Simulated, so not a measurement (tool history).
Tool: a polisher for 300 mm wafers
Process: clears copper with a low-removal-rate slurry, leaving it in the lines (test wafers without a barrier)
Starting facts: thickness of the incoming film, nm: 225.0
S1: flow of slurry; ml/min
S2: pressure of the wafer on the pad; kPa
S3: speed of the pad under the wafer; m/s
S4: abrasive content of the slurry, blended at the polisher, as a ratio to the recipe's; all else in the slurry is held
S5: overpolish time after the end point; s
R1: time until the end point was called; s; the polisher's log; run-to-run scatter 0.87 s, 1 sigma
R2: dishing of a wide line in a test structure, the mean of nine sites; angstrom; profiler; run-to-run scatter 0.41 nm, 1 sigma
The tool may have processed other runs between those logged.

run 1 hour=0.0 | S1=270 S2=15.9 S3=1.28 S4=1.00 S5=28 | R1=95.964 R2=260.11
run 2 hour=0.7 | S1=270 S2=15.9 S3=1.28 S4=0.85 S5=28 | R1=98.550 R2=252.04
run 3 hour=3.1 | S1=270 S2=17.2 S3=1.32 S4=0.75 S5=23 | R1=91.315 R2=232.73
run 4 hour=7.7 | S1=270 S2=17.2 S3=1.52 S4=0.75 S5=23 | R1=82.122 R2=263.10
run 5 hour=16.5 | S1=270 S2=17.2 S3=1.34 S4=0.75 S5=23 | R1=90.159 R2=246.68
run 6 hour=24.8 | S1=270 S2=17.2 S3=1.34 S4=0.75 S5=35 | R1=90.289 R2=290.52
run 7 hour=32.8 | S1=310 S2=19.3 S3=1.26 S4=0.70 S5=28 | R1=85.836 R2=271.97
run 8 hour=40.1 | S1=270 S2=20.7 S3=1.24 S4=0.65 S5=23 | R1=83.226 R2=255.08
run 9 hour=42.9 | S1=240 S2=21.4 S3=1.26 S4=0.60 S5=19 | R1=83.381 R2=234.32
run 10 hour=51.5 | S1=220 S2=22.1 S3=1.30 S4=0.55 S5=16 | R1=80.430 R2=213.57

Run 11, settings as shown, results not yet in. Your forecast:
run 11 hour=57.7 | S1=160 S2=24.8 S3=1.42 S4=0.50 S5=8 | R1=? R2=?

{"run 11": {"R1": 69.861, "R2": 150.2}}
